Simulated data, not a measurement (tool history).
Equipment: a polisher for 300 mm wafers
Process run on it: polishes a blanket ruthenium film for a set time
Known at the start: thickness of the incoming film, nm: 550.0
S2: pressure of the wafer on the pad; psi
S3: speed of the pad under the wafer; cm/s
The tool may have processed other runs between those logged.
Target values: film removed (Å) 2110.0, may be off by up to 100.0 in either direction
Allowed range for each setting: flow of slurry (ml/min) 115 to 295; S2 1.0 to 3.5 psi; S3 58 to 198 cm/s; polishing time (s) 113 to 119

run 1 hour=0.0 | flow_of_slurry_(ml/min)=190 S2=2.2 S3=128 polishing_time_(s)=113 | film_removed_(Å)=1622.2
run 2 hour=2.2 | flow_of_slurry_(ml/min)=190 S2=1.7 S3=128 polishing_time_(s)=113 | film_removed_(Å)=1267.9
run 3 hour=6.6 | flow_of_slurry_(ml/min)=190 S2=2.0 S3=128 polishing_time_(s)=113 | film_removed_(Å)=1515.3
run 4 hour=10.1 | flow_of_slurry_(ml/min)=150 S2=2.0 S3=128 polishing_time_(s)=113 | film_removed_(Å)=1380.8
run 5 hour=15.6 | flow_of_slurry_(ml/min)=165 S2=2.2 S3=128 polishing_time_(s)=113 | film_removed_(Å)=1583.3
run 6 hour=21.2 | flow_of_slurry_(ml/min)=165 S2=2.2 S3=112 polishing_time_(s)=113 | film_removed_(Å)=1351.8
run 7 hour=24.7 | flow_of_slurry_(ml/min)=165 S2=2.8 S3=116 polishing_time_(s)=113 | film_removed_(Å)=1812.4
run 8 hour=30.5 | flow_of_slurry_(ml/min)=175 S2=2.9 S3=116 polishing_time_(s)=113 | film_removed_(Å)=1945.3
run 9 hour=38.9 | flow_of_slurry_(ml/min)=180 S2=2.9 S3=116 polishing_time_(s)=113 | film_removed_(Å)=1889.4

Of the 4 settings listed for the next run, only one would bring every result within its allowed miss of target. Which one?
run A hour=47.3 | flow_of_slurry_(ml/min)=190 S2=2.2 S3=142 polishing_time_(s)=116 | film_removed_(Å)=?
run B hour=47.3 | flow_of_slurry_(ml/min)=230 S2=2.7 S3=120 polishing_time_(s)=113 | film_removed_(Å)=?
run C hour=47.3 | flow_of_slurry_(ml/min)=225 S2=3.2 S3=92 polishing_time_(s)=118 | film_removed_(Å)=?
run D hour=47.3 | flow_of_slurry_(ml/min)=205 S2=3.2 S3=106 polishing_time_(s)=119 | film_removed_(Å)=?

move=A film_removed_(Å)=1820.0
move=B film_removed_(Å)=1886.3
move=C film_removed_(Å)=1795.3
move=D film_removed_(Å)=2049.3
A: lands further from the targets than the last run did
B: as far off as the last run
C: lands further from the targets than the last run did
D: meets every target
Correct choice: D, which meets every target
